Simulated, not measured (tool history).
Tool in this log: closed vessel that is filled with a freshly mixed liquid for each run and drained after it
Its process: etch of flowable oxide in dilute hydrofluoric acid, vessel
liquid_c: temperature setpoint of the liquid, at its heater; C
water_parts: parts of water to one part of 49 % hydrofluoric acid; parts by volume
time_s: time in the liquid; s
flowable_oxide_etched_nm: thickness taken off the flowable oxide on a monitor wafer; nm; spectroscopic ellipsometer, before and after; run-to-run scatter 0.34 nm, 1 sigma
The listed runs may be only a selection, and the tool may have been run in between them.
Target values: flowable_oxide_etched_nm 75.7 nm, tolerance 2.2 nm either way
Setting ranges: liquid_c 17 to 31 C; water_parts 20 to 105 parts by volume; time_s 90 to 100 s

run	day	liquid_c	water_parts	time_s	flowable_oxide_etched_nm
1	0	23	55	90	52.774
2	0.346	23	55	100	59.178
3	0.454	24	55	100	60.713
4	0.546	24	40	100	86.423
5	0.679	24	25	100	139.03
6	0.862	23	30	100	111.24
7	1.242	23	30	100	111.06
8	1.329	22	30	100	107.01
9	1.433	21	30	100	102.38
10	1.525	20.5	30	100	99.766
11	1.783	17	40	100	63.758
12	2.004	17.5	40	100	65.087
13	2.062	18	40	100	66.565
14	2.262	18.5	40	100	68.25
15	2.542	19	40	100	69.682
16	2.921	19.5	40	100	71.042

4 candidate next runs follow, results not yet known. Just one meets every target within its allowed miss. Identify it.
A	3.3	20	35	90	?
B	3.3	25	45	90	?
C	3.3	18.5	35	90	?
D	3.3	19	35	90	?

move	flowable_oxide_etched_nm
A	75.085
B	71.112
C	70.376
D	71.918
A: in spec on every target
B: about as far from the targets as the last run
C: its largest miss is bigger than the last run's
D: an improvement on the last run, though not all results are within tolerance
A meets every target.

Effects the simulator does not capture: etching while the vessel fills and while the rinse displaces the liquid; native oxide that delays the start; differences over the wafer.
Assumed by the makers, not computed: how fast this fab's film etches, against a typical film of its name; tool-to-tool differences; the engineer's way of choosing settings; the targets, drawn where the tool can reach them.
